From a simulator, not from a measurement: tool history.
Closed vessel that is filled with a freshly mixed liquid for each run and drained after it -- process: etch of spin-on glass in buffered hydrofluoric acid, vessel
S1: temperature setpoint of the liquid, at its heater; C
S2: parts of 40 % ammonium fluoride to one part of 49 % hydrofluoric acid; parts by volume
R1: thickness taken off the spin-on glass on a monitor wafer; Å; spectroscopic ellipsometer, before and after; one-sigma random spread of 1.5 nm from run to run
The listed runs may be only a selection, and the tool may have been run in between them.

Run 1, hour 0: S1 20 C, S2 14.5 parts by volume, time in the liquid (s) 85. Result: R1 1479.1 Å.
Run 2, hour 6.7: S1 20 C, S2 14.5 parts by volume, time in the liquid (s) 85. Result: R1 1492.5 Å.
Run 3, hour 14.9: S1 18 C, S2 14.5 parts by volume, time in the liquid (s) 85. Result: R1 1318.1 Å.
Run 4, hour 20.3: S1 21 C, S2 14.5 parts by volume, time in the liquid (s) 85. Result: R1 1557.9 Å.
Run 5, hour 24.1: S1 22.5 C, S2 14.5 parts by volume, time in the liquid (s) 85. Result: R1 1702.8 Å.
Run 6, hour 33.2: S1 20 C, S2 14.5 parts by volume, time in the liquid (s) 85. Result: R1 1485 Å.
Run 7, hour 34.7: S1 21.5 C, S2 14.5 parts by volume, time in the liquid (s) 85. Result: R1 1622.8 Å.
Run 8, hour 42.4: S1 22.5 C, S2 14.5 parts by volume, time in the liquid (s) 85. Result: R1 1709.1 Å.
Run 9, hour 48.7: S1 23.5 C, S2 14.5 parts by volume, time in the liquid (s) 85. Result: R1 1797.6 Å.
Run 10, hour 55.9: S1 24.5 C, S2 14.5 parts by volume, time in the liquid (s) 85. Result: R1 1912.4 Å.

The next listed run, before its measurement:
Run 11, hour 61.3: S1 25 C, S2 14.5 parts by volume, time in the liquid (s) 85. Result: R1 ?.

R1: 1974.2 Å
